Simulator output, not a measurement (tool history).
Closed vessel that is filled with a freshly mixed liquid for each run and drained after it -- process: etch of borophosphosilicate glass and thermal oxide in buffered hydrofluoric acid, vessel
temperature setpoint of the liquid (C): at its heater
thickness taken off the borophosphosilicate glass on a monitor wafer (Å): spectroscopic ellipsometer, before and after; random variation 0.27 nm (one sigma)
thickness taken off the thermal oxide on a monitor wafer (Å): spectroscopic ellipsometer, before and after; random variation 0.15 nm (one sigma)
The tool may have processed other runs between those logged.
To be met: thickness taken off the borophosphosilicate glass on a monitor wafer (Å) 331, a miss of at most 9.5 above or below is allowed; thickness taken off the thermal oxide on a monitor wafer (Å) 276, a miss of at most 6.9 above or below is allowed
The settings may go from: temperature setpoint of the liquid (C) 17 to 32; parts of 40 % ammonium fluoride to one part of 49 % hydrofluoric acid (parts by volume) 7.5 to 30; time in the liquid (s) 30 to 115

run	hour	temperature setpoint of the liquid (C)	parts of 40 % ammonium fluoride to one part of 49 % hydrofluoric acid (parts by volume)	time in the liquid (s)	thickness taken off the borophosphosilicate glass on a monitor wafer (Å)	thickness taken off the thermal oxide on a monitor wafer (Å)
1	0	24	20.5	60	426.51	346.66
2	7.6	24	20.5	40	278.06	233.61
3	15.9	26	20.5	40	309.31	259.24
4	18.8	26.5	20.5	40	316.2	264.87
5	20	26.5	20.5	30	237.52	199.02
6	23	28.5	20.5	30	266.95	223.2
7	25.7	29	20	30	275.51	232.51
8	26.3	32	19	30	342.67	283.88

Exactly one of the 4 candidate moves below puts every result within its allowed miss. Which one?
A	26.9	31.5	23.5	35	?	?
B	26.9	19	15.5	50	?	?
C	26.9	32	18.5	30	?	?
D	26.9	32	21.5	35	?	?

move	thickness taken off the borophosphosilicate glass on a monitor wafer (Å)	thickness taken off the thermal oxide on a monitor wafer (Å)
A	328.47	277.71
B	344.15	288.71
C	348.36	294.41
D	358.25	302.88
A: all results in spec
B: further off than the last run
C: further off than the last run
D: further off than the last run
The right move is A.

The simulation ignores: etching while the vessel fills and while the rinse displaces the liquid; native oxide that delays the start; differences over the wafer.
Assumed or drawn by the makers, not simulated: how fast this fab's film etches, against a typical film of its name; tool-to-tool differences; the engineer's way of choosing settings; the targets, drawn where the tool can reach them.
